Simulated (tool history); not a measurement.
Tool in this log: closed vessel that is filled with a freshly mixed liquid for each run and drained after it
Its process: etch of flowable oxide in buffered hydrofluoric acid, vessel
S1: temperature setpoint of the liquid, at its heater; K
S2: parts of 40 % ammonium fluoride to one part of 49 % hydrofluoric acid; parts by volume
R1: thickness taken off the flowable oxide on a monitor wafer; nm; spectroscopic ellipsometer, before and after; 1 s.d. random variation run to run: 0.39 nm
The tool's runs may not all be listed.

run 1 hour=0.0 | S1=297.15 S2=23.5 time_in_the_liquid_(s)=90 | R1=92.407
run 2 hour=5.5 | S1=296.65 S2=23.5 time_in_the_liquid_(s)=90 | R1=89.913
run 3 hour=11.7 | S1=296.15 S2=23.5 time_in_the_liquid_(s)=90 | R1=87.720
run 4 hour=18.1 | S1=295.65 S2=23.5 time_in_the_liquid_(s)=90 | R1=85.363
run 5 hour=20.0 | S1=295.15 S2=23.5 time_in_the_liquid_(s)=90 | R1=83.558
run 6 hour=27.9 | S1=295.15 S2=23.5 time_in_the_liquid_(s)=100 | R1=92.153
run 7 hour=32.4 | S1=294.65 S2=23.5 time_in_the_liquid_(s)=100 | R1=90.524
run 8 hour=35.0 | S1=294.15 S2=23.5 time_in_the_liquid_(s)=100 | R1=86.980
run 9 hour=40.3 | S1=293.65 S2=23.5 time_in_the_liquid_(s)=100 | R1=85.096
run 10 hour=42.7 | S1=293.15 S2=23.5 time_in_the_liquid_(s)=100 | R1=83.399
run 11 hour=45.1 | S1=292.65 S2=23.5 time_in_the_liquid_(s)=100 | R1=79.995
run 12 hour=52.2 | S1=291.65 S2=23.5 time_in_the_liquid_(s)=100 | R1=76.353

Run 13 comes next. What will it give?
run 13 hour=60.2 | S1=291.15 S2=23.5 time_in_the_liquid_(s)=100 | R1=?

R1: 74.766 nm
